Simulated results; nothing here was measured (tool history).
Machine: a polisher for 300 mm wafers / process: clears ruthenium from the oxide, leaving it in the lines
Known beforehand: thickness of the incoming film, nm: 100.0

run  hour  flow of slurry (ml/min)  pressure of the wafer on the pad (psi)  speed of the pad under the wafer (m/s)  overpolish time after the end point (s)  time until the end point was called (s)
  1     0                      205                                     2.8                                    1.02                                       10                                   60.823
  2   0.9                      205                                     3.1                                    1.04                                       10                                   54.814
  3   5.4                      235                                     3.1                                    1.04                                       10                                   53.932
  4    13                      235                                     3.3                                    1.04                                       10                                   50.707
  5  16.5                      255                                     3.3                                    1.04                                       10                                   51.035
  6  23.5                      255                                     3.4                                    1.04                                       10                                   49.576
  7  27.9                      255                                     3.4                                    1.04                                       10                                   50.281

Run 8 comes next. What will it give?
  8  36.6                      255                                     3.5                                    1.04                                       10                                        ?

time until the end point was called (s): 48.966
